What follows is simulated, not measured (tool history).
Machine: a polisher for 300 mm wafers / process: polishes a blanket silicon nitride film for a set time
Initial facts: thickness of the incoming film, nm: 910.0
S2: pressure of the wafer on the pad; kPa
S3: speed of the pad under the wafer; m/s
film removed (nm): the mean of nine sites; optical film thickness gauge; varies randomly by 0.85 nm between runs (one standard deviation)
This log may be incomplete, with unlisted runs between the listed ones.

run 1 hour=0.0 | flow_of_slurry_(ml/min)=195 S2=22.8 S3=1.20 polishing_time_(s)=72 | film_removed_(nm)=128.41
run 2 hour=3.3 | flow_of_slurry_(ml/min)=195 S2=22.8 S3=1.20 polishing_time_(s)=75 | film_removed_(nm)=133.71
run 3 hour=10.1 | flow_of_slurry_(ml/min)=190 S2=21.4 S3=1.20 polishing_time_(s)=75 | film_removed_(nm)=124.82
run 4 hour=15.0 | flow_of_slurry_(ml/min)=190 S2=21.4 S3=1.02 polishing_time_(s)=75 | film_removed_(nm)=110.07
run 5 hour=21.9 | flow_of_slurry_(ml/min)=185 S2=20.7 S3=1.02 polishing_time_(s)=75 | film_removed_(nm)=106.67
run 6 hour=25.4 | flow_of_slurry_(ml/min)=185 S2=22.8 S3=1.02 polishing_time_(s)=75 | film_removed_(nm)=116.55
run 7 hour=33.0 | flow_of_slurry_(ml/min)=180 S2=22.1 S3=1.02 polishing_time_(s)=75 | film_removed_(nm)=113.70

Estimate the outcome of run 8 from the log above:
run 8 hour=41.8 | flow_of_slurry_(ml/min)=180 S2=21.4 S3=1.02 polishing_time_(s)=75 | film_removed_(nm)=?

Run 8 came out at film removed (nm) 109.08.

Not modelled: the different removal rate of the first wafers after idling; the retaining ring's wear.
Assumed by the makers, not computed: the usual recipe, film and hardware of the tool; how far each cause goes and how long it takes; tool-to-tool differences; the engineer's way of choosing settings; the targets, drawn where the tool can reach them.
